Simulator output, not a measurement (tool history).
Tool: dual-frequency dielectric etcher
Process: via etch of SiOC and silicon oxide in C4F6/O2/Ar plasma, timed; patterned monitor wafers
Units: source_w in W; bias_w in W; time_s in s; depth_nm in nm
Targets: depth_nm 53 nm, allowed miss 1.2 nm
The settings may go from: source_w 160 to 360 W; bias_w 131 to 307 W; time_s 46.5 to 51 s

{"run": 1, "hour": 0.0, "source_w": 260, "bias_w": 219, "time_s": 51, "depth_nm": 48.092}
{"run": 2, "hour": 1.3, "source_w": 270, "bias_w": 222, "time_s": 51, "depth_nm": 48.857}
{"run": 3, "hour": 9.2, "source_w": 270, "bias_w": 222, "time_s": 51, "depth_nm": 49.189}
{"run": 4, "hour": 12.9, "source_w": 280, "bias_w": 224, "time_s": 51, "depth_nm": 49.809}
{"run": 5, "hour": 16.4, "source_w": 280, "bias_w": 224, "time_s": 51, "depth_nm": 49.504}
{"run": 6, "hour": 18.6, "source_w": 280, "bias_w": 188, "time_s": 51, "depth_nm": 47.344}
{"run": 7, "hour": 26.5, "source_w": 290, "bias_w": 193, "time_s": 51, "depth_nm": 47.884}
{"run": 8, "hour": 27.5, "source_w": 300, "bias_w": 200, "time_s": 51, "depth_nm": 49.112}
{"run": 9, "hour": 29.6, "source_w": 310, "bias_w": 204, "time_s": 51, "depth_nm": 49.923}

Which of these 4 next moves meets every target?
{"run": "A", "hour": 31.7, "source_w": 290, "bias_w": 184, "time_s": 48.5, "depth_nm": "?"}
{"run": "B", "hour": 31.7, "source_w": 320, "bias_w": 214, "time_s": 49, "depth_nm": "?"}
{"run": "C", "hour": 31.7, "source_w": 330, "bias_w": 254, "time_s": 46.5, "depth_nm": "?"}
{"run": "D", "hour": 31.7, "source_w": 320, "bias_w": 239, "time_s": 51, "depth_nm": "?"}

move=A depth_nm=45.251
move=B depth_nm=49.576
move=C depth_nm=50.228
move=D depth_nm=53.439
A: further off than the last run
B: further off than the last run
C: nearer than the last run, and not there yet
D: meets every target
The right move is D.
